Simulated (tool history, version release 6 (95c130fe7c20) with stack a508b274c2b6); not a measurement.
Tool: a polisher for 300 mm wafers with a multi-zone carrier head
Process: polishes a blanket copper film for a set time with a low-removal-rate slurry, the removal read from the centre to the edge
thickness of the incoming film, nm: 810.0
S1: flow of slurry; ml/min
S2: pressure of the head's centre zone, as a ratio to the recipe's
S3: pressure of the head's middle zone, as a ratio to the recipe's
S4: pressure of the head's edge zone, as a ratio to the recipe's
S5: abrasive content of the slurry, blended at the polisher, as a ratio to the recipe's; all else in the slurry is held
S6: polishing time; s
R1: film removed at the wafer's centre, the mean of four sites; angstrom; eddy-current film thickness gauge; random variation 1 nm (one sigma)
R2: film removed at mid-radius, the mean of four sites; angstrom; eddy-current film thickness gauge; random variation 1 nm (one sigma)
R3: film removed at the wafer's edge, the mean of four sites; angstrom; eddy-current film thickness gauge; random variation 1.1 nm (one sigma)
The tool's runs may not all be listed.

| run | hour | S1 | S2 | S3 | S4 | S5 | S6 | R1 | R2 | R3 |
|---|---|---|---|---|---|---|---|---|---|---|
| 1 | 0.0 | 135 | 1.00 | 1.00 | 1.00 | 1.00 | 52 | 1491.70 | 1524.8 | 1521.10 |
| 2 | 3.8 | 130 | 0.98 | 1.01 | 0.98 | 0.90 | 49 | 1347.20 | 1399.4 | 1375.10 |
| 3 | 9.5 | 100 | 0.98 | 1.01 | 0.98 | 0.90 | 49 | 1254.20 | 1286.2 | 1319.90 |
| 4 | 10.8 | 100 | 0.96 | 1.02 | 0.96 | 0.85 | 47 | 1159.50 | 1250.7 | 1221.90 |
| 5 | 19.6 | 100 | 0.96 | 1.02 | 0.96 | 0.75 | 47 | 1133.80 | 1224.4 | 1214.20 |
| 6 | 26.0 | 100 | 0.96 | 1.02 | 0.96 | 0.55 | 47 | 1065.20 | 1156.1 | 1095.60 |

The next listed run, before its measurement:
| 7 | 33.3 | 95 | 0.86 | 1.01 | 0.87 | 0.50 | 37 | ? | ? | ? |

{"run 7": {"R1": 715.61, "R2": 885.8, "R3": 820.87}}
